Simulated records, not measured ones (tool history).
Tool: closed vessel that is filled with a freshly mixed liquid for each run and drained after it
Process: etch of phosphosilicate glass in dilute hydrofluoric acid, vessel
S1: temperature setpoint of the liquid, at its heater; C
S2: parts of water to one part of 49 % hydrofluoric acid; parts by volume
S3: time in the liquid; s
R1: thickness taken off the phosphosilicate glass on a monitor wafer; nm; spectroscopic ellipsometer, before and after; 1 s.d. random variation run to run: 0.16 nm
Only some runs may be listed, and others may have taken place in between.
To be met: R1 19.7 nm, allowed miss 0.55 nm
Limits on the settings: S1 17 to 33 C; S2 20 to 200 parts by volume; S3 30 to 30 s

{"run": 1, "day": 0.0, "S1": 25, "S2": 110, "S3": 30, "R1": 18.23}
{"run": 2, "day": 0.35, "S1": 25.5, "S2": 110, "S3": 30, "R1": 18.782}
{"run": 3, "day": 0.533, "S1": 26, "S2": 110, "S3": 30, "R1": 18.924}
{"run": 4, "day": 0.642, "S1": 29.5, "S2": 110, "S3": 30, "R1": 21.809}
{"day": 0.879, "done": "hydrofluoric acid flow meter replaced"}
{"run": 5, "day": 0.879, "S1": 29.5, "S2": 150, "S3": 30, "R1": 13.466}
{"run": 6, "day": 0.904, "S1": 27.5, "S2": 150, "S3": 30, "R1": 12.497}
{"run": 7, "day": 1.25, "S1": 28.5, "S2": 145, "S3": 30, "R1": 13.393}
{"run": 8, "day": 1.575, "S1": 29.5, "S2": 140, "S3": 30, "R1": 14.662}
{"run": 9, "day": 1.692, "S1": 30, "S2": 135, "S3": 30, "R1": 15.479}
{"run": 10, "day": 1.879, "S1": 33, "S2": 115, "S3": 30, "R1": 20.899}

Which single option among these 4 for the next run brings every result within its allowed miss of target? Just one does.
{"run": "A", "day": 2.067, "S1": 29.5, "S2": 100, "S3": 30, "R1": "?"}
{"run": "B", "day": 2.067, "S1": 32.5, "S2": 120, "S3": 30, "R1": "?"}
{"run": "C", "day": 2.067, "S1": 33, "S2": 110, "S3": 30, "R1": "?"}
{"run": "D", "day": 2.067, "S1": 32, "S2": 110, "S3": 30, "R1": "?"}

move=A R1=21.74
move=B R1=19.665
move=C R1=22.166
move=D R1=21.376
A: moves away from the targets compared with the last run
B: every result lands within tolerance
C: moves away from the targets compared with the last run
D: moves away from the targets compared with the last run
The right move is B.

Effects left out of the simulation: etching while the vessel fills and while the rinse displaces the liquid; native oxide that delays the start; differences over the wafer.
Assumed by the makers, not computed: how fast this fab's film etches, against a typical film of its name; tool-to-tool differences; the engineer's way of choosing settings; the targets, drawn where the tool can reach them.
